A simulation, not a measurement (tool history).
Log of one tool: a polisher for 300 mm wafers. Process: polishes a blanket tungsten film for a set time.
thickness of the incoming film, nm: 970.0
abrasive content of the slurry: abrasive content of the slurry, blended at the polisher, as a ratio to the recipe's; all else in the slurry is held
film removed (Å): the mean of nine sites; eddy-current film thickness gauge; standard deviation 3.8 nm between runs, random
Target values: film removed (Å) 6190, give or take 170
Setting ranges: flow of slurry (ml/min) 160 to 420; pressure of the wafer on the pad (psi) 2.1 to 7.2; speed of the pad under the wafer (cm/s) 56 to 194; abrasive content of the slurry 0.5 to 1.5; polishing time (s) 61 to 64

run	hour	flow of slurry (ml/min)	pressure of the wafer on the pad (psi)	speed of the pad under the wafer (cm/s)	abrasive content of the slurry	polishing time (s)	film removed (Å)
1	0	270	4.6	124	1	61	4543
2	1.3	270	4.8	124	1	61	4717.6
3	9.6	270	5	124	1	61	4812.5
4	15.3	270	5.2	124	1	61	5087
5	23.1	270	5.4	124	1	61	5229.5
6	28.5	210	5.4	124	1	61	5055.5
7	33.5	225	5.5	124	1	61	5170.9
8	38.9	240	5.6	124	1	61	5315.9
9	39.6	240	5.6	124	1	61	5340.3
10	46.8	250	5.7	124	1	61	5425.6

Exactly one of the 4 candidate moves below puts every result within its allowed miss. Which one?
A	54	245	5.4	148	0.95	63	?
B	54	260	6.5	116	1.05	62	?
C	54	245	5.6	102	0.9	61	?
D	54	215	5.9	124	1	64	?

move	film removed (Å)
A	6263.1
B	5930
C	4301.1
D	5776.5
A: in spec on every target
B: closer than the last run, but not yet in spec
C: the biggest miss grows against the last run
D: closer than the last run, but not yet in spec
Answer: A

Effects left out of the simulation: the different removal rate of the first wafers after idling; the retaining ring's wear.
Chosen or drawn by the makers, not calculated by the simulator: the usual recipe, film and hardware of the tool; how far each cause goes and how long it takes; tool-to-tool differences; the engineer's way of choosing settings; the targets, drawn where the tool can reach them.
